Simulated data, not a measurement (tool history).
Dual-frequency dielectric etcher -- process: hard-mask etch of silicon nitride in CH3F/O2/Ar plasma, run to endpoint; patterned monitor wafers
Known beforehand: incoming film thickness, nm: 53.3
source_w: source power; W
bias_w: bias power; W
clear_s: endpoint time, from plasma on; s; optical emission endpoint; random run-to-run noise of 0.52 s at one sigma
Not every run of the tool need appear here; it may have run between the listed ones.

| run | day | source_w | bias_w | clear_s |
|---|---|---|---|---|
| 1 | 0 | 440 | 56 | 86.672 |
| 2 | 0.029 | 430 | 55 | 87.705 |
| 3 | 0.217 | 380 | 55 | 90.588 |
| 4 | 0.429 | 370 | 54 | 92.829 |
| 5 | 0.642 | 430 | 54 | 87.98 |
| 6 | 0.854 | 430 | 63 | 84.067 |

For run 7, what comes out?
| 7 | 1.162 | 410 | 62 | ? |

{"run 7": {"clear_s": 85.681}}
